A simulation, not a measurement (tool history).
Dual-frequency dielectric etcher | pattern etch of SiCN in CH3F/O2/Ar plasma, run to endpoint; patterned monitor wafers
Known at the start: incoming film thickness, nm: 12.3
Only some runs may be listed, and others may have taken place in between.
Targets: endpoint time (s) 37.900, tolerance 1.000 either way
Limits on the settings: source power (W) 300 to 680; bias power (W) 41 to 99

run 1 hour=0.0 | source_power_(W)=490 bias_power_(W)=70 | endpoint_time_(s)=31.029
run 2 hour=7.8 | source_power_(W)=470 bias_power_(W)=68 | endpoint_time_(s)=31.885
run 3 hour=15.8 | source_power_(W)=450 bias_power_(W)=66 | endpoint_time_(s)=32.655
run 4 hour=21.6 | source_power_(W)=430 bias_power_(W)=64 | endpoint_time_(s)=33.737
run 5 hour=22.8 | source_power_(W)=420 bias_power_(W)=63 | endpoint_time_(s)=34.332
run 6 hour=26.2 | source_power_(W)=410 bias_power_(W)=63 | endpoint_time_(s)=34.388
run 7 hour=27.5 | source_power_(W)=400 bias_power_(W)=62 | endpoint_time_(s)=35.217
run 8 hour=29.2 | source_power_(W)=390 bias_power_(W)=62 | endpoint_time_(s)=35.409
run 9 hour=33.5 | source_power_(W)=380 bias_power_(W)=62 | endpoint_time_(s)=35.942
run 10 hour=39.8 | source_power_(W)=370 bias_power_(W)=62 | endpoint_time_(s)=36.128
run 11 hour=48.1 | source_power_(W)=310 bias_power_(W)=59 | endpoint_time_(s)=39.409

Consider the 5 candidate settings below. Which is the only one whose results all fall within their allowed miss of target?
run A hour=56.4 | source_power_(W)=300 bias_power_(W)=56 | endpoint_time_(s)=?
run B hour=56.4 | source_power_(W)=310 bias_power_(W)=65 | endpoint_time_(s)=?
run C hour=56.4 | source_power_(W)=300 bias_power_(W)=58 | endpoint_time_(s)=?
run D hour=56.4 | source_power_(W)=360 bias_power_(W)=50 | endpoint_time_(s)=?
run E hour=56.4 | source_power_(W)=310 bias_power_(W)=55 | endpoint_time_(s)=?

move=A endpoint_time_(s)=40.860
move=B endpoint_time_(s)=37.767
move=C endpoint_time_(s)=40.220
move=D endpoint_time_(s)=40.212
move=E endpoint_time_(s)=40.707
A: further off than the last run
B: each result inside its tolerance
C: further off than the last run
D: further off than the last run
E: further off than the last run
The move that meets every target is B.
